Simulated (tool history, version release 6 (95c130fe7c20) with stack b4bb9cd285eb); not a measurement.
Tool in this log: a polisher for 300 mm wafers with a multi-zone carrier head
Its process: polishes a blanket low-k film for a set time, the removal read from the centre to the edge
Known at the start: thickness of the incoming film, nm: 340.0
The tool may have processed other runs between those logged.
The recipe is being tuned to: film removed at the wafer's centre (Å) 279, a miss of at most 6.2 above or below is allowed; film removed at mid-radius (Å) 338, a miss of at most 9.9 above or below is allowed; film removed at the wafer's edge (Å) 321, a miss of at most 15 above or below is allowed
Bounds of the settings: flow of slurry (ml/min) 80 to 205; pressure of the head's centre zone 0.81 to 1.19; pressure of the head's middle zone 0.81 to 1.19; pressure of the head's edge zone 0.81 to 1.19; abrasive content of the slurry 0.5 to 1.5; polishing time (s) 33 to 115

run	hour	flow of slurry (ml/min)	pressure of the head's centre zone	pressure of the head's middle zone	pressure of the head's edge zone	abrasive content of the slurry	polishing time (s)	film removed at the wafer's centre (Å)	film removed at mid-radius (Å)	film removed at the wafer's edge (Å)
1	0	135	1	1	1	1	73	248.29	243.95	248.67
2	0.6	145	0.98	1.04	1.05	1.05	73	254.49	260.89	267.72
3	5.1	155	0.96	1.08	1.07	1.1	73	259.49	279.81	281.21
4	13.5	155	0.96	1.08	1.07	1.1	59	212.85	226.44	226.52
5	15.9	185	0.96	1.08	1.07	1.1	59	215.12	237.2	227.91
6	17.2	190	0.95	1.11	1.09	1.2	61	235.95	260.77	255
7	20.3	195	0.93	1.13	1.08	1.3	62	245.54	286.69	263.08
8	27	195	0.92	1.14	1.11	1.35	63	248.19	291.19	269.29
9	28.1	195	0.91	1.14	1.13	1.4	66	264.57	313.53	302
10	32.9	195	0.91	1.15	1.14	1.4	66	261.75	316.52	292.96
11	38.4	195	0.91	1.15	1.15	1.45	67	271.67	324.19	309.45
12	44.6	195	0.91	1.15	1.15	1.45	67	271.8	316.61	311.4
13	45.7	195	0.91	1.16	1.15	1.45	67	268.62	326.25	319.21
14	53	195	0.92	1.16	1.14	1.45	67	272.44	320.8	307.94
15	58.2	195	0.92	1.16	1.14	1.45	67	271.44	324.49	318.43

Which one of the following 4 next-run settings gets every result inside its allowed miss? There is exactly one.
A	63.4	195	0.93	1.19	1.19	1.5	67	?	?	?
B	63.4	190	0.87	1.15	1.14	1.5	69	?	?	?
C	63.4	205	0.94	1.16	1.12	1.35	71	?	?	?
D	63.4	205	0.85	1.03	1.13	1.2	78	?	?	?

move	film removed at the wafer's centre (Å)	film removed at mid-radius (Å)	film removed at the wafer's edge (Å)
A	281.17	336.38	319.02
B	269.46	335.14	320.53
C	290.47	336.07	315.29
D	272.58	315.74	329.85
A: in spec on every target
B: meets the target for the result that was furthest off, but another lies outside its allowed miss
C: meets the target for the result that was furthest off, but another lies outside its allowed miss
D: moves away from the targets compared with the last run
The right move is A.
